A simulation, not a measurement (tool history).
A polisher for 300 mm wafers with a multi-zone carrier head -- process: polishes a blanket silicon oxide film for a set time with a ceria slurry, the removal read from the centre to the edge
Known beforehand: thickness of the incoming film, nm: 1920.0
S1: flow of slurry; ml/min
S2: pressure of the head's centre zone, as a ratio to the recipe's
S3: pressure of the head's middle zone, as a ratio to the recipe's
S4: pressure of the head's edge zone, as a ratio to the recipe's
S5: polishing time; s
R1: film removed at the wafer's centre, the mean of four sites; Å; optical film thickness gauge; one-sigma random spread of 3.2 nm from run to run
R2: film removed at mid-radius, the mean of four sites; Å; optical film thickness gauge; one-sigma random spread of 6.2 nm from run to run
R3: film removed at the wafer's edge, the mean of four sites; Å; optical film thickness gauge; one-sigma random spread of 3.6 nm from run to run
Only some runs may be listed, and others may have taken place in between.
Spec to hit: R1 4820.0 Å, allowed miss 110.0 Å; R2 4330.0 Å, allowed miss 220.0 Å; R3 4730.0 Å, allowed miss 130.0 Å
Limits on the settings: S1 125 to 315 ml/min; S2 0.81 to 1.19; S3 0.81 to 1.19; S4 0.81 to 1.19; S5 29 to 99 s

run	hour	S1	S2	S3	S4	S5	R1	R2	R3
1	0.0	205	1.00	1.00	1.00	64	3644.6	3618.2	3510.6
2	7.1	205	1.00	1.06	1.00	64	3656.4	3841.4	3561.1
3	14.8	205	1.00	1.02	1.00	64	3620.0	3633.0	3587.1
4	21.1	215	1.02	1.02	1.04	67	3951.8	3853.5	3831.9
5	26.1	225	1.03	1.02	1.08	69	4108.1	3958.5	3988.6
6	27.6	225	1.04	1.01	1.11	71	4280.4	4042.6	4150.4
7	33.7	235	1.04	1.00	1.13	73	4434.0	4250.3	4349.4
8	39.4	240	1.05	0.98	1.15	74	4611.9	4163.3	4496.9
9	47.9	250	1.05	0.98	1.16	74	4553.6	4135.7	4565.1

Which of these 4 next moves meets every target?
A	56.4	225	1.10	1.02	1.14	73	?	?	?
B	56.4	250	0.99	0.94	1.19	75	?	?	?
C	56.4	250	1.05	0.96	1.14	78	?	?	?
D	56.4	285	0.96	0.92	1.19	71	?	?	?

move	R1	R2	R3
A	4670.5	4220.0	4291.8
B	4379.3	4106.0	4560.7
C	4833.4	4345.1	4637.2
D	4085.9	3876.2	4368.0
A: further off than the last run
B: further off than the last run
C: all results land within tolerance of their targets
D: further off than the last run
C meets every target.
